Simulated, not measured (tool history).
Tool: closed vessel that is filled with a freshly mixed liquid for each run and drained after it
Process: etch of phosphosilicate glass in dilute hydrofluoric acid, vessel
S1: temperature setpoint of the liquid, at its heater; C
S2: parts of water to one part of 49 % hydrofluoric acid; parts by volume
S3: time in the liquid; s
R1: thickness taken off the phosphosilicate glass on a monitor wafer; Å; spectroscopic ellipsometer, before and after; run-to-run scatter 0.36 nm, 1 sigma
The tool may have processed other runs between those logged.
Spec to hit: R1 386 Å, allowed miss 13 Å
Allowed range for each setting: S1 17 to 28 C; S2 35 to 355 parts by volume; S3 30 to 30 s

run 1 hour=0 | S1=20 S2=195 S3=30 | R1=221.11
run 2 hour=6.5 | S1=20 S2=195 S3=30 | R1=222.73
run 3 hour=8.6 | S1=20 S2=160 S3=30 | R1=281.82
run 4 hour=15.8 | S1=21 S2=160 S3=30 | R1=290.12
run 5 hour=24.1 | S1=21 S2=160 S3=30 | R1=293.04
run 6 hour=31 | S1=21 S2=205 S3=30 | R1=216.07
run 7 hour=34.4 | S1=21.5 S2=200 S3=30 | R1=230.49
run 8 hour=40.8 | S1=22 S2=195 S3=30 | R1=237.88
run 9 hour=48.6 | S1=26 S2=130 S3=30 | R1=445.72
run 10 hour=51.5 | S1=25.5 S2=130 S3=30 | R1=448.98
run 11 hour=60.4 | S1=21.5 S2=135 S3=30 | R1=367.88
run 12 hour=66 | S1=22 S2=135 S3=30 | R1=366.81

Consider the 4 candidate settings below. Which is the only one whose results all fall within their allowed miss of target?
run A hour=71.6 | S1=21.5 S2=140 S3=30 | R1=?
run B hour=71.6 | S1=21 S2=125 S3=30 | R1=?
run C hour=71.6 | S1=20.5 S2=135 S3=30 | R1=?
run D hour=71.6 | S1=23.5 S2=145 S3=30 | R1=?

move=A R1=350.15
move=B R1=390.83
move=C R1=350.88
move=D R1=363.48
A: lands further from the targets than the last run did
B: every result lands within tolerance
C: lands further from the targets than the last run did
D: lands further from the targets than the last run did
So the answer is move B, the one that meets all the targets.
